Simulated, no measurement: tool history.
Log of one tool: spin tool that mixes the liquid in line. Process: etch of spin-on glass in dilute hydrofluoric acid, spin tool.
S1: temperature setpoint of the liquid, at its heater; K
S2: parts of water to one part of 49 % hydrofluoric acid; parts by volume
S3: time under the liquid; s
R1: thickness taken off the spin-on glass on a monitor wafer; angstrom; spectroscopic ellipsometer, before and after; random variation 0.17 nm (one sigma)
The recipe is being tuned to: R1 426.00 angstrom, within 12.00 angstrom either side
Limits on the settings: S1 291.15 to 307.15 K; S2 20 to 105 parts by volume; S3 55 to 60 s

run 1 day=0.000 | S1=299.15 S2=55 S3=55 | R1=492.01
run 2 day=0.046 | S1=298.65 S2=55 S3=55 | R1=482.16
run 3 day=0.408 | S1=298.15 S2=55 S3=55 | R1=472.67
run 4 day=0.571 | S1=298.15 S2=55 S3=60 | R1=515.40
run 5 day=0.921 | S1=298.15 S2=35 S3=60 | R1=827.71
run 6 day=1.262 | S1=298.15 S2=35 S3=55 | R1=763.72
run 7 day=1.512 | S1=297.15 S2=35 S3=55 | R1=730.64
run 8 day=1.667 | S1=296.15 S2=35 S3=55 | R1=699.37
run 9 day=1.762 | S1=292.15 S2=55 S3=55 | R1=368.73
run 10 day=1.962 | S1=292.65 S2=55 S3=55 | R1=377.51
run 11 day=2.183 | S1=293.15 S2=55 S3=55 | R1=381.79
run 12 day=2.542 | S1=293.65 S2=55 S3=55 | R1=389.97
run 13 day=2.750 | S1=294.15 S2=55 S3=55 | R1=400.88

4 next moves are on the table. One of them brings every result within its allowed miss. Which?
run A day=2.958 | S1=295.15 S2=65 S3=60 | R1=?
run B day=2.958 | S1=293.15 S2=50 S3=60 | R1=?
run C day=2.958 | S1=300.15 S2=65 S3=55 | R1=?
run D day=2.958 | S1=296.15 S2=60 S3=55 | R1=?

move=A R1=381.03
move=B R1=463.92
move=C R1=427.69
move=D R1=396.81
A: lands further from the targets than the last run did
B: the result that was furthest off in the last run now lies on the other side of its target
C: every result within its allowed miss
D: lands further from the targets than the last run did
So the answer is move C, the one that meets all the targets.

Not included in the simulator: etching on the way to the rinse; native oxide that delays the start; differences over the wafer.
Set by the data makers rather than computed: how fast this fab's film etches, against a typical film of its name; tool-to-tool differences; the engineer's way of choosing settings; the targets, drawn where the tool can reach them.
